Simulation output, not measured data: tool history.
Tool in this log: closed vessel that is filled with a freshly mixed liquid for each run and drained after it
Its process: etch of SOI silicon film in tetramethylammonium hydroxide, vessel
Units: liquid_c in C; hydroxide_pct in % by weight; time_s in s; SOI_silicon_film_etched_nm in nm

run  hour  liquid_c  hydroxide_pct  time_s  SOI_silicon_film_etched_nm
  1     0        74           17.5      30                      218.69
  2   1.3        74           15.5      30                       228.5
  3   9.5      71.5           15.5      30                      199.07
  4  10.4      69.5           15.5      30                      178.92
  5  14.1      69.5           15.5      30                      174.73
  6  21.6      69.5           15.5      30                      178.65
  7    27        68           15.5      30                      163.88

Forecast run 8:
  8  35.2        64           15.5      30                           ?

{"run 8": {"SOI_silicon_film_etched_nm": 128.05}}
